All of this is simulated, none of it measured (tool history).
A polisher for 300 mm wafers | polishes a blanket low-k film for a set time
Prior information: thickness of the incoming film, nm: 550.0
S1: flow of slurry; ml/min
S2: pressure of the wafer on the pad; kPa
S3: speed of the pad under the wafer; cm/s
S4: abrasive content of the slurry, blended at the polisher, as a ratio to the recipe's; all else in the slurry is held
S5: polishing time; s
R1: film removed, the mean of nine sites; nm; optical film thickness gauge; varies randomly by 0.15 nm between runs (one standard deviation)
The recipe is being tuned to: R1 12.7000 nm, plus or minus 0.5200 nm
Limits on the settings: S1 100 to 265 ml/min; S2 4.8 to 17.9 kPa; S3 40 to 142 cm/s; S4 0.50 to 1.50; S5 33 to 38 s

run	hour	S1	S2	S3	S4	S5	R1
1	0.0	170	11.0	90	1.00	38	9.8929
2	8.2	170	11.0	80	1.00	38	8.9430
3	12.2	170	11.7	80	1.00	38	9.3917
4	16.5	170	11.7	64	1.00	38	7.8270
5	17.4	170	11.7	64	1.20	38	8.5116
6	18.8	170	11.7	76	1.20	38	9.7658
7	19.8	170	12.4	76	1.20	38	10.1220
8	27.8	170	13.1	76	1.20	38	10.6210
9	30.0	170	13.8	76	1.20	38	11.1630
10	32.2	170	14.5	76	1.20	38	11.1070
11	40.9	170	15.2	76	1.20	38	11.5680
12	47.1	170	15.9	76	1.20	38	12.2620

Pick the move, out of 4, that brings all results within their allowed miss; only one does.
A	53.3	160	16.5	80	1.25	37	?
B	53.3	175	15.9	84	1.25	34	?
C	53.3	155	17.2	76	0.95	38	?
D	53.3	185	15.2	76	1.20	38	?

move	R1
A	12.7200
B	11.9550
C	11.4090
D	11.8410
A: in spec on every target
B: lands further from the targets than the last run did
C: lands further from the targets than the last run did
D: lands further from the targets than the last run did
So the answer is move A, the one that meets all the targets.

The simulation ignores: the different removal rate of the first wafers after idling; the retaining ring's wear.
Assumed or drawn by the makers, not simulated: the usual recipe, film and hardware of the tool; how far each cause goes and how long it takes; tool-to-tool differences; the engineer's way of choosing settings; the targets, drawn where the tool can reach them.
